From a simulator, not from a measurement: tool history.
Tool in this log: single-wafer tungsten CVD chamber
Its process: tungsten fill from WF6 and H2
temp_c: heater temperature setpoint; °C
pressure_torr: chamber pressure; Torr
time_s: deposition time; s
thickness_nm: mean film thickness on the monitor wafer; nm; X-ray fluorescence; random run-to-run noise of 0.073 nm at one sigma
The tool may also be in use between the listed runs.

run 1 hour=0 | temp_c=395 pressure_torr=32.7 time_s=10 | thickness_nm=24.105
run 2 hour=2.7 | temp_c=401 pressure_torr=32.7 time_s=10 | thickness_nm=27.305
run 3 hour=9.6 | temp_c=411 pressure_torr=32.7 time_s=10 | thickness_nm=33.047
run 4 hour=12.4 | temp_c=411 pressure_torr=36.3 time_s=10 | thickness_nm=34.417
run 5 hour=14 | temp_c=404 pressure_torr=35.4 time_s=10 | thickness_nm=30.132
run 6 hour=19.3 | temp_c=404 pressure_torr=35.4 time_s=9.5 | thickness_nm=28.329
run 7 hour=21 | temp_c=398 pressure_torr=35 time_s=9.5 | thickness_nm=24.916

Run 8 comes next. What will it give?
run 8 hour=24 | temp_c=394 pressure_torr=34.7 time_s=9.5 | thickness_nm=?

{"run 8": {"thickness_nm": 22.826}}
